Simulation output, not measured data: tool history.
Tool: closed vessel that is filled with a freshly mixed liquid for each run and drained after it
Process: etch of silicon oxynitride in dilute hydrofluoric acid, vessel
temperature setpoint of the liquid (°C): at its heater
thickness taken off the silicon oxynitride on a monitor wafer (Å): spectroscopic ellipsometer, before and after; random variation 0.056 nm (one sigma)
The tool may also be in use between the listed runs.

run	hour	temperature setpoint of the liquid (°C)	parts of water to one part of 49 % hydrofluoric acid (parts by volume)	time in the liquid (s)	thickness taken off the silicon oxynitride on a monitor wafer (Å)
1	0	26	70	235	50.54
2	9.3	28	70	235	55.235
3	17.4	28	50	235	80.117
4	25.9	28	50	235	79.94
5	33.1	28	30	235	133.84
6	35.8	28	30	235	136.09
7	44.7	27.5	30	235	130.07

Forecast run 8:
8	47.4	27	30	235	?

Run 8 gave thickness taken off the silicon oxynitride on a monitor wafer (Å) 128.8.
